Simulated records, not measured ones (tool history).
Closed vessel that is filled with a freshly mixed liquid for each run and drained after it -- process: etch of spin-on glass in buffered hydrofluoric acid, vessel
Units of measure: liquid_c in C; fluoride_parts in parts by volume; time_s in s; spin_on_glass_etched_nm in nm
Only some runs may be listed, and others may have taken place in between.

run 1 day=0 | liquid_c=21 fluoride_parts=14 time_s=105 | spin_on_glass_etched_nm=202.02
run 2 day=0.212 | liquid_c=21 fluoride_parts=17 time_s=105 | spin_on_glass_etched_nm=165.78
run 3 day=0.338 | liquid_c=24.5 fluoride_parts=17 time_s=105 | spin_on_glass_etched_nm=203.1
run 4 day=0.6 | liquid_c=22.5 fluoride_parts=17.5 time_s=105 | spin_on_glass_etched_nm=177.02
run 5 day=0.8 | liquid_c=22.5 fluoride_parts=17.5 time_s=105 | spin_on_glass_etched_nm=177.42
run 6 day=0.888 | liquid_c=22.5 fluoride_parts=17.5 time_s=115 | spin_on_glass_etched_nm=193.74
run 7 day=1.038 | liquid_c=21 fluoride_parts=18.5 time_s=115 | spin_on_glass_etched_nm=169
run 8 day=1.367 | liquid_c=20 fluoride_parts=19 time_s=115 | spin_on_glass_etched_nm=155.86
-- day=1.7 thermometer replaced
run 9 day=1.7 | liquid_c=19 fluoride_parts=19.5 time_s=115 | spin_on_glass_etched_nm=132.63

What will run 10 give?
run 10 day=2.042 | liquid_c=18.5 fluoride_parts=19.5 time_s=115 | spin_on_glass_etched_nm=?

{"run 10": {"spin_on_glass_etched_nm": 128.56}}
